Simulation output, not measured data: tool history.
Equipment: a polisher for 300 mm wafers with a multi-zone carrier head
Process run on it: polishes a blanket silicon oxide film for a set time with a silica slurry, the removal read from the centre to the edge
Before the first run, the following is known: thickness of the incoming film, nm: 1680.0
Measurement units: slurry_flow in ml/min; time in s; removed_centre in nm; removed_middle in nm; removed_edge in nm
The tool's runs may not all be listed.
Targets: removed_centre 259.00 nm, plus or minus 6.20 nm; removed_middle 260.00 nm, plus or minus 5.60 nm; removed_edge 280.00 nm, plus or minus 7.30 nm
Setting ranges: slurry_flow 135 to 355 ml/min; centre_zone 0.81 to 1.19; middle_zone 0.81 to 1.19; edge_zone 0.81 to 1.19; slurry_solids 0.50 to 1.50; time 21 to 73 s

Run 1, hour 0.0: slurry_flow 225 ml/min, centre_zone 1.00, middle_zone 1.00, edge_zone 1.00, slurry_solids 1.00, time 47 s. Result: removed_centre 242.17 nm, removed_middle 242.38 nm, removed_edge 234.91 nm.
Run 2, hour 7.1: slurry_flow 225 ml/min, centre_zone 1.00, middle_zone 1.03, edge_zone 1.00, slurry_solids 1.00, time 47 s. Result: removed_centre 241.31 nm, removed_middle 248.62 nm, removed_edge 232.16 nm.
Run 3, hour 13.7: slurry_flow 225 ml/min, centre_zone 0.96, middle_zone 1.03, edge_zone 1.00, slurry_solids 1.00, time 47 s. Result: removed_centre 229.77 nm, removed_middle 247.69 nm, removed_edge 233.04 nm.
Run 4, hour 16.2: slurry_flow 245 ml/min, centre_zone 0.97, middle_zone 1.02, edge_zone 1.05, slurry_solids 1.00, time 47 s. Result: removed_centre 235.70 nm, removed_middle 248.65 nm, removed_edge 240.26 nm.
Run 5, hour 22.9: slurry_flow 245 ml/min, centre_zone 0.97, middle_zone 1.02, edge_zone 1.12, slurry_solids 1.00, time 47 s. Result: removed_centre 236.44 nm, removed_middle 250.85 nm, removed_edge 254.81 nm.
Run 6, hour 24.7: slurry_flow 245 ml/min, centre_zone 0.97, middle_zone 1.02, edge_zone 1.12, slurry_solids 1.10, time 47 s. Result: removed_centre 245.52 nm, removed_middle 260.27 nm, removed_edge 261.70 nm.
Run 7, hour 27.3: slurry_flow 255 ml/min, centre_zone 0.98, middle_zone 1.01, edge_zone 1.14, slurry_solids 1.10, time 47 s. Result: removed_centre 251.81 nm, removed_middle 257.63 nm, removed_edge 265.47 nm.
Run 8, hour 34.2: slurry_flow 255 ml/min, centre_zone 0.98, middle_zone 1.01, edge_zone 1.14, slurry_solids 1.10, time 47 s. Result: removed_centre 249.57 nm, removed_middle 261.05 nm, removed_edge 267.20 nm.

Exactly one of the 4 candidate moves below puts every result within its allowed miss. Which one?
Run A, hour 41.1: slurry_flow 230 ml/min, centre_zone 0.93, middle_zone 1.04, edge_zone 1.18, slurry_solids 1.20, time 47 s. Result: removed_centre ?, removed_middle ?, removed_edge ?.
Run B, hour 41.1: slurry_flow 280 ml/min, centre_zone 0.98, middle_zone 0.98, edge_zone 1.17, slurry_solids 1.10, time 48 s. Result: removed_centre ?, removed_middle ?, removed_edge ?.
Run C, hour 41.1: slurry_flow 240 ml/min, centre_zone 0.93, middle_zone 1.04, edge_zone 1.17, slurry_solids 1.15, time 48 s. Result: removed_centre ?, removed_middle ?, removed_edge ?.
Run D, hour 41.1: slurry_flow 200 ml/min, centre_zone 1.02, middle_zone 1.03, edge_zone 1.11, slurry_solids 1.05, time 49 s. Result: removed_centre ?, removed_middle ?, removed_edge ?.

move  removed_centre  removed_middle  removed_edge
   A          242.61          277.38        274.89
   B          257.82          265.27        273.84
   C          244.66          279.55        275.41
   D          255.03          264.03        257.13
A: the worst result of the last run now meets its target, but another is out of spec
B: all results land within tolerance of their targets
C: the worst result of the last run now meets its target, but another is out of spec
D: its largest miss is bigger than the last run's
B is the move that brings every result within its allowed miss.

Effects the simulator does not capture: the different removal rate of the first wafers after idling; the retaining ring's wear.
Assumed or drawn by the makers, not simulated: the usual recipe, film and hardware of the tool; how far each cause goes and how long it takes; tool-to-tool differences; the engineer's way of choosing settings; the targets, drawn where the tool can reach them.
